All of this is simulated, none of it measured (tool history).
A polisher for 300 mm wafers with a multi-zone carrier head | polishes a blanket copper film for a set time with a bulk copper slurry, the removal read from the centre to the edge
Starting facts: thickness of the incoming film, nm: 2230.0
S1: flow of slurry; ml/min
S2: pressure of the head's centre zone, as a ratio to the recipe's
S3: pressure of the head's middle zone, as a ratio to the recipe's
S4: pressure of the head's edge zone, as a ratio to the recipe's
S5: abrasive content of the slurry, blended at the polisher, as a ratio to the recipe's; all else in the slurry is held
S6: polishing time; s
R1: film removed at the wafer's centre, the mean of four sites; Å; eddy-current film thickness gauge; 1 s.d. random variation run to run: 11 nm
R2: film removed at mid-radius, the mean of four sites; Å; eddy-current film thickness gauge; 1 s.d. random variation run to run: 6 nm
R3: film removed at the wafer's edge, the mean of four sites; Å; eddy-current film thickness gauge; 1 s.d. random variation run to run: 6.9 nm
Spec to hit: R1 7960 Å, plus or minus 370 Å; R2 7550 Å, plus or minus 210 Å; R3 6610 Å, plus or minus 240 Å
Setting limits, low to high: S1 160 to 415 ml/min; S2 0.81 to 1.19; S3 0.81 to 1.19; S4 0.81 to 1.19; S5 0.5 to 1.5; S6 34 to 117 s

Run 1, hour 0: S1 265 ml/min, S2 1, S3 1, S4 1, S5 1, S6 75 s. Result: R1 6543.8 Å, R2 6201.3 Å, R3 6381.7 Å.
Run 2, hour 3.2: S1 265 ml/min, S2 1, S3 1, S4 0.96, S5 1, S6 75 s. Result: R1 6569.9 Å, R2 6324.6 Å, R3 6399.3 Å.
Run 3, hour 8.6: S1 265 ml/min, S2 0.95, S3 1, S4 0.96, S5 1, S6 75 s. Result: R1 6193.9 Å, R2 6253.1 Å, R3 6244.7 Å.
Run 4, hour 11.3: S1 270 ml/min, S2 0.97, S3 1.01, S4 0.95, S5 1, S6 75 s. Result: R1 6308 Å, R2 6350.2 Å, R3 6241.9 Å.
Run 5, hour 17.6: S1 270 ml/min, S2 1.02, S3 1.01, S4 0.95, S5 1, S6 75 s. Result: R1 6614 Å, R2 6443.2 Å, R3 6326.5 Å.
Run 6, hour 18.6: S1 275 ml/min, S2 1.04, S3 1.02, S4 0.95, S5 1, S6 75 s. Result: R1 6795.3 Å, R2 6438.6 Å, R3 6189.9 Å.
Run 7, hour 26: S1 275 ml/min, S2 1.05, S3 1.03, S4 0.95, S5 1.05, S6 75 s. Result: R1 6843.6 Å, R2 6493.5 Å, R3 6377 Å.
Run 8, hour 31.7: S1 280 ml/min, S2 1.06, S3 1.04, S4 0.94, S5 1.05, S6 75 s. Result: R1 7030.5 Å, R2 6578.2 Å, R3 6164.1 Å.
Run 9, hour 39.4: S1 280 ml/min, S2 1.06, S3 1.05, S4 0.94, S5 1.1, S6 75 s. Result: R1 7065.4 Å, R2 6755.7 Å, R3 6403.1 Å.
Run 10, hour 45.5: S1 285 ml/min, S2 1.07, S3 1.06, S4 0.94, S5 1.1, S6 75 s. Result: R1 7271.8 Å, R2 6828.2 Å, R3 6411.6 Å.
Run 11, hour 51.4: S1 290 ml/min, S2 1.07, S3 1.07, S4 0.94, S5 1.1, S6 75 s. Result: R1 7226.9 Å, R2 7006.9 Å, R3 6506.8 Å.
At hour 54.8: slurry nozzle cleaned.
Run 12, hour 54.8: S1 295 ml/min, S2 1.08, S3 1.07, S4 0.94, S5 1.1, S6 75 s. Result: R1 7572.7 Å, R2 7081.4 Å, R3 6568.7 Å.
Run 13, hour 58.4: S1 300 ml/min, S2 1.08, S3 1.07, S4 0.94, S5 1.1, S6 75 s. Result: R1 7457 Å, R2 7237.2 Å, R3 6643.5 Å.

5 candidate next runs follow, results not yet known. Just one meets every target within its allowed miss. Identify it.
Run A, hour 62: S1 415 ml/min, S2 1.14, S3 1.15, S4 0.98, S5 1.05, S6 72 s. Result: R1 ?, R2 ?, R3 ?.
Run B, hour 62: S1 270 ml/min, S2 1.19, S3 1.03, S4 0.89, S5 0.9, S6 83 s. Result: R1 ?, R2 ?, R3 ?.
Run C, hour 62: S1 290 ml/min, S2 1.07, S3 1.02, S4 0.99, S5 1, S6 77 s. Result: R1 ?, R2 ?, R3 ?.
Run D, hour 62: S1 285 ml/min, S2 1.17, S3 1.02, S4 0.9, S5 1.2, S6 74 s. Result: R1 ?, R2 ?, R3 ?.
Run E, hour 62: S1 180 ml/min, S2 1.16, S3 1, S4 0.89, S5 1.4, S6 79 s. Result: R1 ?, R2 ?, R3 ?.

move      R1      R2      R3
   A  8072.8    7431    6549
   B  8952.9  7218.6  6757.6
   C  7722.3  6870.3  6800.6
   D  8466.7  6883.2  6520.9
   E  8625.9  7013.3  6840.5
A: meets every target
B: lands further from the targets than the last run did
C: lands further from the targets than the last run did
D: lands further from the targets than the last run did
E: lands further from the targets than the last run did
A is the move that brings every result within its allowed miss.

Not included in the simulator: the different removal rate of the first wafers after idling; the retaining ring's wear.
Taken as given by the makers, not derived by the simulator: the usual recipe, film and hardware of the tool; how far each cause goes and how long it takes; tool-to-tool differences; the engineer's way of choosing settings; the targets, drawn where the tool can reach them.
